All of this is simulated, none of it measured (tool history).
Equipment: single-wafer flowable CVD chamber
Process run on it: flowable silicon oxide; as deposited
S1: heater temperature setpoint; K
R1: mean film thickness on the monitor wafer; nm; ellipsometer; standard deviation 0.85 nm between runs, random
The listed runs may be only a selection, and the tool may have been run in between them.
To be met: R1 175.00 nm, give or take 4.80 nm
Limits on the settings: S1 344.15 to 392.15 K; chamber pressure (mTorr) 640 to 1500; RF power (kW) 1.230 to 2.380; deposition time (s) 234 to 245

run 1 hour=0.0 | S1=368.15 chamber_pressure_(mTorr)=1070 RF_power_(kW)=1.805 deposition_time_(s)=245 | R1=230.83
run 2 hour=1.4 | S1=368.15 chamber_pressure_(mTorr)=1070 RF_power_(kW)=1.805 deposition_time_(s)=234 | R1=220.24
run 3 hour=6.2 | S1=370.15 chamber_pressure_(mTorr)=1070 RF_power_(kW)=1.805 deposition_time_(s)=234 | R1=205.97
run 4 hour=14.6 | S1=370.15 chamber_pressure_(mTorr)=1070 RF_power_(kW)=1.805 deposition_time_(s)=234 | R1=205.04
run 5 hour=18.8 | S1=370.15 chamber_pressure_(mTorr)=1070 RF_power_(kW)=1.620 deposition_time_(s)=234 | R1=199.54
run 6 hour=25.6 | S1=363.15 chamber_pressure_(mTorr)=1070 RF_power_(kW)=1.620 deposition_time_(s)=234 | R1=258.48
run 7 hour=29.9 | S1=363.15 chamber_pressure_(mTorr)=1070 RF_power_(kW)=1.620 deposition_time_(s)=234 | R1=259.23
run 8 hour=32.8 | S1=366.15 chamber_pressure_(mTorr)=1070 RF_power_(kW)=1.620 deposition_time_(s)=234 | R1=233.87
run 9 hour=34.4 | S1=368.15 chamber_pressure_(mTorr)=1070 RF_power_(kW)=1.620 deposition_time_(s)=234 | R1=214.53
run 10 hour=38.8 | S1=375.15 chamber_pressure_(mTorr)=1070 RF_power_(kW)=1.620 deposition_time_(s)=234 | R1=165.65

Which of these 5 next moves meets every target?
run A hour=43.2 | S1=376.15 chamber_pressure_(mTorr)=1010 RF_power_(kW)=1.715 deposition_time_(s)=245 | R1=?
run B hour=43.2 | S1=377.15 chamber_pressure_(mTorr)=1090 RF_power_(kW)=1.625 deposition_time_(s)=236 | R1=?
run C hour=43.2 | S1=360.15 chamber_pressure_(mTorr)=650 RF_power_(kW)=1.890 deposition_time_(s)=236 | R1=?
run D hour=43.2 | S1=371.15 chamber_pressure_(mTorr)=990 RF_power_(kW)=1.775 deposition_time_(s)=238 | R1=?
run E hour=43.2 | S1=370.15 chamber_pressure_(mTorr)=990 RF_power_(kW)=1.525 deposition_time_(s)=245 | R1=?

move=A R1=158.26
move=B R1=156.96
move=C R1=175.64
move=D R1=183.68
move=E R1=189.27
A: misses by more than the last run did
B: misses by more than the last run did
C: meets every target
D: takes the result that was furthest off past its target
E: takes the result that was furthest off past its target
The right move is C.

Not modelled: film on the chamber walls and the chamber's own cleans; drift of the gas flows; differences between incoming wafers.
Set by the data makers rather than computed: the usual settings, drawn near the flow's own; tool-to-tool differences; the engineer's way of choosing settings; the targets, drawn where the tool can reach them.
